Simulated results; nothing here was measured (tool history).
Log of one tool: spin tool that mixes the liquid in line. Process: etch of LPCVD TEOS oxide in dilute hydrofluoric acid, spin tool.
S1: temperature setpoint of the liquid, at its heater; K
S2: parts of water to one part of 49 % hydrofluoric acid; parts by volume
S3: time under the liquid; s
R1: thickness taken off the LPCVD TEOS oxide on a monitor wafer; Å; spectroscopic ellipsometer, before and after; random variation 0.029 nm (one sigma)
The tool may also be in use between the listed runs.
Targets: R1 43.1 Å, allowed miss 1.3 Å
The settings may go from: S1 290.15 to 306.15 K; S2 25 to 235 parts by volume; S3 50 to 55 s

run    day      S1   S2  S3      R1
  1      0  298.15  130  50  76.559
  2  0.088  295.15  130  50  68.579
  3  0.217  296.65  130  50  72.936
  4  0.396  296.65  145  50  63.619
  5  0.529  296.65  145  55  68.795
  6  0.779  295.15  150  55  63.728
  7  1.133  294.15  155  55  58.414
  8  1.275  293.15  160  55   54.64

5 next moves are on the table. One of them brings every result within its allowed miss. Which?
  A  1.417  295.65  130  55   ?
  B  1.417  295.15  150  55   ?
  C  1.417  292.65  175  50   ?
  D  1.417  295.65  160  55   ?
  E  1.417  296.65  155  50   ?

move      R1
   A  75.609
   B  62.843
   C  43.255
   D  59.418
   E  58.264
A: further off than the last run
B: further off than the last run
C: meets every target
D: further off than the last run
E: further off than the last run
The right move is C.
